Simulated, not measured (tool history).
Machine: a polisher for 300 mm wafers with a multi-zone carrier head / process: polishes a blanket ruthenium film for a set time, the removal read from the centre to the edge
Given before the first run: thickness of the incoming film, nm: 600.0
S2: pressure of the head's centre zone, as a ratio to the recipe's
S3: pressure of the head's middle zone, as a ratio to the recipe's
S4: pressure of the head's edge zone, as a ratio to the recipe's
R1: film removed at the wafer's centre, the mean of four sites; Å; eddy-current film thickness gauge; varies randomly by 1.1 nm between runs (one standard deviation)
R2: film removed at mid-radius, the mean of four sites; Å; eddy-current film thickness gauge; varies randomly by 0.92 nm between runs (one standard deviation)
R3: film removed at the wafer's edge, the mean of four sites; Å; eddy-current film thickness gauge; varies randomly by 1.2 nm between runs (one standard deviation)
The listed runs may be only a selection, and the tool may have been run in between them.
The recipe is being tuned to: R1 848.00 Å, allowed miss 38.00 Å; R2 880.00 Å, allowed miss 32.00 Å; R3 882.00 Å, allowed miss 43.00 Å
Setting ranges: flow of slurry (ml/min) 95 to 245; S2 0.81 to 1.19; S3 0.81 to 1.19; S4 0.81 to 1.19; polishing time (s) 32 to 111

{"run": 1, "hour": 0.0, "flow of slurry (ml/min)": 155, "S2": 1.0, "S3": 1.0, "S4": 1.0, "polishing time (s)": 71, "R1": 724.03, "R2": 738.09, "R3": 707.02}
{"run": 2, "hour": 1.5, "flow of slurry (ml/min)": 155, "S2": 1.0, "S3": 1.04, "S4": 1.0, "polishing time (s)": 71, "R1": 729.82, "R2": 754.28, "R3": 708.72}
{"run": 3, "hour": 6.2, "flow of slurry (ml/min)": 155, "S2": 0.96, "S3": 1.04, "S4": 1.0, "polishing time (s)": 71, "R1": 714.87, "R2": 752.75, "R3": 718.01}
{"run": 4, "hour": 7.7, "flow of slurry (ml/min)": 155, "S2": 0.96, "S3": 1.04, "S4": 0.93, "polishing time (s)": 71, "R1": 697.07, "R2": 750.65, "R3": 667.35}
{"run": 5, "hour": 15.7, "flow of slurry (ml/min)": 170, "S2": 0.96, "S3": 1.04, "S4": 0.93, "polishing time (s)": 71, "R1": 718.82, "R2": 755.91, "R3": 684.64}
{"run": 6, "hour": 21.4, "flow of slurry (ml/min)": 140, "S2": 0.96, "S3": 1.04, "S4": 0.93, "polishing time (s)": 71, "R1": 687.51, "R2": 753.27, "R3": 675.72}
{"run": 7, "hour": 25.4, "flow of slurry (ml/min)": 145, "S2": 0.97, "S3": 1.05, "S4": 0.96, "polishing time (s)": 73, "R1": 731.98, "R2": 789.43, "R3": 694.59}
{"run": 8, "hour": 31.1, "flow of slurry (ml/min)": 155, "S2": 0.97, "S3": 1.06, "S4": 0.99, "polishing time (s)": 74, "R1": 748.08, "R2": 794.96, "R3": 708.51}
{"run": 9, "hour": 38.5, "flow of slurry (ml/min)": 155, "S2": 0.96, "S3": 1.05, "S4": 1.0, "polishing time (s)": 76, "R1": 749.56, "R2": 820.6, "R3": 755.59}
{"run": 10, "hour": 39.7, "flow of slurry (ml/min)": 200, "S2": 1.0, "S3": 1.01, "S4": 1.1, "polishing time (s)": 79, "R1": 853.07, "R2": 848.3, "R3": 821.6}

4 candidate next runs follow, results not yet known. Just one meets every target within its allowed miss. Identify it.
{"run": "A", "hour": 40.9, "flow of slurry (ml/min)": 205, "S2": 0.98, "S3": 1.02, "S4": 1.18, "polishing time (s)": 81, "R1": "?", "R2": "?", "R3": "?"}
{"run": "B", "hour": 40.9, "flow of slurry (ml/min)": 200, "S2": 1.1, "S3": 1.05, "S4": 0.99, "polishing time (s)": 75, "R1": "?", "R2": "?", "R3": "?"}
{"run": "C", "hour": 40.9, "flow of slurry (ml/min)": 170, "S2": 1.14, "S3": 1.14, "S4": 1.13, "polishing time (s)": 73, "R1": "?", "R2": "?", "R3": "?"}
{"run": "D", "hour": 40.9, "flow of slurry (ml/min)": 245, "S2": 1.07, "S3": 1.14, "S4": 0.97, "polishing time (s)": 70, "R1": "?", "R2": "?", "R3": "?"}

move=A R1=849.40 R2=878.17 R3=898.21
move=B R1=872.48 R2=825.44 R3=759.84
move=C R1=860.66 R2=830.94 R3=778.67
move=D R1=813.05 R2=829.18 R3=712.81
A: in spec on every target
B: moves away from the targets compared with the last run
C: moves away from the targets compared with the last run
D: moves away from the targets compared with the last run
The right move is A.

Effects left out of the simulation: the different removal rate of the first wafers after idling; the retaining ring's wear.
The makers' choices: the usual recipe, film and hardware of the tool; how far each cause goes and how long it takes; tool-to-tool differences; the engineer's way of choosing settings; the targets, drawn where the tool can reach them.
